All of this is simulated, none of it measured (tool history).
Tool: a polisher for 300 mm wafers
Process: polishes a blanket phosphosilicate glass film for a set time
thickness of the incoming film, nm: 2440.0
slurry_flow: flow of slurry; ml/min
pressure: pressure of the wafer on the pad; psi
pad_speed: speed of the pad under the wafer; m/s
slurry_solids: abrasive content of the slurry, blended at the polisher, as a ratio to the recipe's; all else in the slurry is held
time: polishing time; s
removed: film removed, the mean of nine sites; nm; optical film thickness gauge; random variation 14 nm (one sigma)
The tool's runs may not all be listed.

{"run": 1, "hour": 0.0, "slurry_flow": 185, "pressure": 2.8, "pad_speed": 1.24, "slurry_solids": 1, "time": 105, "removed": 986.37}
{"run": 2, "hour": 3.1, "slurry_flow": 185, "pressure": 2.1, "pad_speed": 1.24, "slurry_solids": 1, "time": 105, "removed": 804.1}
{"run": 3, "hour": 5.3, "slurry_flow": 150, "pressure": 2.1, "pad_speed": 1.24, "slurry_solids": 1, "time": 105, "removed": 794.43}
{"run": 4, "hour": 14.0, "slurry_flow": 150, "pressure": 2.5, "pad_speed": 1.26, "slurry_solids": 1, "time": 105, "removed": 883.23}
{"run": 5, "hour": 16.6, "slurry_flow": 150, "pressure": 2, "pad_speed": 1.26, "slurry_solids": 1, "time": 105, "removed": 760.74}
{"run": 6, "hour": 24.7, "slurry_flow": 175, "pressure": 2, "pad_speed": 1.26, "slurry_solids": 1, "time": 105, "removed": 791.46}
{"run": 7, "hour": 30.8, "slurry_flow": 180, "pressure": 2.4, "pad_speed": 1.28, "slurry_solids": 1, "time": 105, "removed": 896.51}
{"run": 8, "hour": 31.6, "slurry_flow": 185, "pressure": 2.7, "pad_speed": 1.28, "slurry_solids": 1, "time": 105, "removed": 970.32}
{"run": 9, "hour": 35.1, "slurry_flow": 185, "pressure": 2.9, "pad_speed": 1.28, "slurry_solids": 1, "time": 105, "removed": 1036.9}

Run 10 comes next. What will it give?
{"run": 10, "hour": 43.6, "slurry_flow": 185, "pressure": 3.1, "pad_speed": 1.28, "slurry_solids": 1, "time": 105, "removed": "?"}

Run 10 gave removed 1092.7 nm.
